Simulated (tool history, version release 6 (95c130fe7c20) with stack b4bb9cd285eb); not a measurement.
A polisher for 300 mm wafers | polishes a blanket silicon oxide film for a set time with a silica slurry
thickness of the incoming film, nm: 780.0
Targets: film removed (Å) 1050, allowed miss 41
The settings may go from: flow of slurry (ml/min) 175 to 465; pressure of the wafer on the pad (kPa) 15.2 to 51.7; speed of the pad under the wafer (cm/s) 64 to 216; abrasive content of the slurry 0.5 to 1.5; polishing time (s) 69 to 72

run	hour	flow of slurry (ml/min)	pressure of the wafer on the pad (kPa)	speed of the pad under the wafer (cm/s)	abrasive content of the slurry	polishing time (s)	film removed (Å)
1	0	295	33.1	140	1	69	2509.7
2	4.7	295	28.3	124	1	69	1949.3
3	9.1	295	24.8	114	1	69	1641.7
4	13.6	295	24.8	114	1	72	1717.6
5	14.2	295	24.8	114	1	69	1616.9
6	21.5	295	22.1	110	1	69	1448.9
7	30.3	295	22.1	110	1	69	1425.7
8	36.7	295	20	108	1	69	1306
9	41	295	18.6	106	1	69	1211.2
10	43.4	295	17.9	106	1	69	1163.3
11	49.6	295	17.2	106	1	69	1117.4
12	50.8	295	15.2	106	1	69	1004.7

Which of these 5 next moves meets every target?
A	52	365	17.2	114	0.85	72	?
B	52	325	22.8	74	1.1	72	?
C	52	285	19.3	74	0.95	72	?
D	52	265	15.9	98	1.2	69	?
E	52	350	15.2	96	1	71	?

move	film removed (Å)
A	1180.3
B	1213
C	966.76
D	1087
E	987.31
A: takes the result that was furthest off past its target
B: takes the result that was furthest off past its target
C: further off than the last run
D: meets every target
E: further off than the last run
Move D is the one to make.
